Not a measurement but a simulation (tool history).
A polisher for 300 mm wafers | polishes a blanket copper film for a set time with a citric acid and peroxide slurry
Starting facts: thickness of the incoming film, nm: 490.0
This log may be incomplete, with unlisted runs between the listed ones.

run  hour  flow of slurry (ml/min)  pressure of the wafer on the pad (psi)  speed of the pad under the wafer (cm/s)  abrasive content of the slurry  polishing time (s)  film removed (angstrom)
  1     0                      205                                     2.8                                      122                               1                  27                   725.99
  2   5.3                      170                                     2.8                                      122                               1                  27                   698.81
  3  13.2                      175                                     2.9                                      122                               1                  27                   723.58
  4  22.2                      175                                     2.9                                      106                               1                  27                   634.09
  5  29.5                      215                                     2.9                                      106                               1                  27                   659.99
  6  35.8                      215                                     3.5                                      106                               1                  27                   774.34

Run 7 has not been measured yet. What should we expect?
  7  43.5                      215                                     3.6                                      106                               1                  27                        ?

film removed (angstrom): 788.58

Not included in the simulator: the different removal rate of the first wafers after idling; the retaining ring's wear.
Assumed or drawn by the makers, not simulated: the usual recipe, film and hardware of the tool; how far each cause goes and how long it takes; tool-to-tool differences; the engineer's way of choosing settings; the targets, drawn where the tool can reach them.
